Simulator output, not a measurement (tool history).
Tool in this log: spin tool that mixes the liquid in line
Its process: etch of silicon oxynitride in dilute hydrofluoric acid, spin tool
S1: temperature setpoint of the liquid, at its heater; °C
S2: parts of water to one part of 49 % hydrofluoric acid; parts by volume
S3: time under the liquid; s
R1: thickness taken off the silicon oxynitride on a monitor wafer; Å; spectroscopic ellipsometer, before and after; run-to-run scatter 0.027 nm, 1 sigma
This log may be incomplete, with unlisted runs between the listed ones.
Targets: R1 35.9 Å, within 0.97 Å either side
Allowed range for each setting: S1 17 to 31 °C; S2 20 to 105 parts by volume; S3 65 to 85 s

{"run": 1, "hour": 0.0, "S1": 23, "S2": 55, "S3": 85, "R1": 20.981}
{"run": 2, "hour": 8.5, "S1": 25.5, "S2": 50, "S3": 85, "R1": 26.632}
{"run": 3, "hour": 14.8, "S1": 25.5, "S2": 50, "S3": 65, "R1": 20.336}
{"run": 4, "hour": 18.2, "S1": 27, "S2": 40, "S3": 65, "R1": 27.577}
{"run": 5, "hour": 25.3, "S1": 28, "S2": 40, "S3": 65, "R1": 28.635}
{"run": 6, "hour": 30.1, "S1": 28, "S2": 40, "S3": 65, "R1": 28.465}
{"hour": 34.4, "done": "hydrofluoric acid flow meter replaced"}
{"run": 7, "hour": 34.4, "S1": 29, "S2": 40, "S3": 65, "R1": 32.127}
{"run": 8, "hour": 37.9, "S1": 29.5, "S2": 40, "S3": 65, "R1": 33.24}
{"run": 9, "hour": 40.4, "S1": 30, "S2": 40, "S3": 65, "R1": 34.419}

Pick the move, out of 4, that brings all results within their allowed miss; only one does.
{"run": "A", "hour": 42.9, "S1": 26.5, "S2": 45, "S3": 85, "R1": "?"}
{"run": "B", "hour": 42.9, "S1": 31, "S2": 45, "S3": 65, "R1": "?"}
{"run": "C", "hour": 42.9, "S1": 30.5, "S2": 45, "S3": 70, "R1": "?"}
{"run": "D", "hour": 42.9, "S1": 30.5, "S2": 45, "S3": 75, "R1": "?"}

move=A R1=33.159
move=B R1=31.36
move=C R1=32.996
move=D R1=35.353
A: further off than the last run
B: further off than the last run
C: further off than the last run
D: each result inside its tolerance
The move that meets every target is D.
